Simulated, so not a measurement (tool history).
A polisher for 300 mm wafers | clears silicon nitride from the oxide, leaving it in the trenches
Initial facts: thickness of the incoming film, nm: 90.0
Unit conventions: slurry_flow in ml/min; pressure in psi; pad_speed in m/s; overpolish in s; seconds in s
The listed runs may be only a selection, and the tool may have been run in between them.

Run 1, hour 0: slurry_flow 150 ml/min, pressure 3.2 psi, pad_speed 1.24 m/s, overpolish 19 s. Result: seconds 66.162 s.
Run 2, hour 4.6: slurry_flow 130 ml/min, pressure 3.2 psi, pad_speed 1.24 m/s, overpolish 19 s. Result: seconds 66.355 s.
Run 3, hour 10.2: slurry_flow 155 ml/min, pressure 3.2 psi, pad_speed 1.24 m/s, overpolish 19 s. Result: seconds 65.07 s.
Run 4, hour 15.2: slurry_flow 155 ml/min, pressure 3.2 psi, pad_speed 1.1 m/s, overpolish 19 s. Result: seconds 74.684 s.
Run 5, hour 15.9: slurry_flow 155 ml/min, pressure 3.2 psi, pad_speed 1.1 m/s, overpolish 20 s. Result: seconds 72.457 s.
Run 6, hour 21.8: slurry_flow 155 ml/min, pressure 3.2 psi, pad_speed 1.1 m/s, overpolish 19 s. Result: seconds 73.355 s.
Run 7, hour 27.5: slurry_flow 155 ml/min, pressure 2.6 psi, pad_speed 1.08 m/s, overpolish 19 s. Result: seconds 91.349 s.
Run 8, hour 32.1: slurry_flow 155 ml/min, pressure 2.2 psi, pad_speed 1.06 m/s, overpolish 19 s. Result: seconds 103.85 s.
Run 9, hour 37.6: slurry_flow 155 ml/min, pressure 2 psi, pad_speed 1.04 m/s, overpolish 19 s. Result: seconds 111.15 s.

For run 10, what comes out?
Run 10, hour 40.1: slurry_flow 155 ml/min, pressure 1.8 psi, pad_speed 1.02 m/s, overpolish 19 s. Result: seconds ?.

{"run 10": {"seconds": 125.8}}

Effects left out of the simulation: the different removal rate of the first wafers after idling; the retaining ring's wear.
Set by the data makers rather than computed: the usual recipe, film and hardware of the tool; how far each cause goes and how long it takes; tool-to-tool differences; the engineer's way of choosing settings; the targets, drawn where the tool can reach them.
